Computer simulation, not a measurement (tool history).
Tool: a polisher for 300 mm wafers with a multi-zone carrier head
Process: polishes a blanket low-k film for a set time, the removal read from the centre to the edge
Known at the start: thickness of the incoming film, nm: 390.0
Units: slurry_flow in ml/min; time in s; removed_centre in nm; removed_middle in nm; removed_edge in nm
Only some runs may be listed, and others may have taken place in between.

run 1 hour=0.0 | slurry_flow=205 centre_zone=1.00 middle_zone=1.00 edge_zone=1.00 slurry_solids=1.00 time=78 | removed_centre=38.458 removed_middle=40.100 removed_edge=39.064
run 2 hour=4.5 | slurry_flow=215 centre_zone=1.02 middle_zone=1.04 edge_zone=1.03 slurry_solids=1.10 time=78 | removed_centre=40.517 removed_middle=43.084 removed_edge=41.292
run 3 hour=6.8 | slurry_flow=215 centre_zone=1.02 middle_zone=1.01 edge_zone=1.03 slurry_solids=1.10 time=78 | removed_centre=40.977 removed_middle=41.120 removed_edge=41.124
run 4 hour=10.5 | slurry_flow=215 centre_zone=1.02 middle_zone=1.01 edge_zone=1.00 slurry_solids=1.10 time=78 | removed_centre=41.017 removed_middle=41.728 removed_edge=40.890
run 5 hour=17.7 | slurry_flow=220 centre_zone=1.03 middle_zone=1.04 edge_zone=1.01 slurry_solids=1.20 time=79 | removed_centre=42.835 removed_middle=45.369 removed_edge=42.897
run 6 hour=20.3 | slurry_flow=225 centre_zone=1.05 middle_zone=1.06 edge_zone=1.03 slurry_solids=1.30 time=80 | removed_centre=46.670 removed_middle=46.749 removed_edge=44.863
run 7 hour=21.0 | slurry_flow=230 centre_zone=1.05 middle_zone=1.08 edge_zone=1.04 slurry_solids=1.35 time=81 | removed_centre=48.525 removed_middle=48.645 removed_edge=46.693
run 8 hour=23.9 | slurry_flow=235 centre_zone=1.04 middle_zone=1.10 edge_zone=1.04 slurry_solids=1.40 time=82 | removed_centre=49.865 removed_middle=50.849 removed_edge=47.982
run 9 hour=29.4 | slurry_flow=240 centre_zone=1.03 middle_zone=1.12 edge_zone=1.05 slurry_solids=1.45 time=83 | removed_centre=50.307 removed_middle=53.821 removed_edge=49.831

Run 10, settings as shown, results not yet in. Your forecast:
run 10 hour=31.8 | slurry_flow=245 centre_zone=1.03 middle_zone=1.13 edge_zone=1.05 slurry_solids=1.45 time=83 | removed_centre=? removed_middle=? removed_edge=?

Run 10 measured removed_centre 49.537 nm, removed_middle 53.333 nm, removed_edge 48.900 nm.

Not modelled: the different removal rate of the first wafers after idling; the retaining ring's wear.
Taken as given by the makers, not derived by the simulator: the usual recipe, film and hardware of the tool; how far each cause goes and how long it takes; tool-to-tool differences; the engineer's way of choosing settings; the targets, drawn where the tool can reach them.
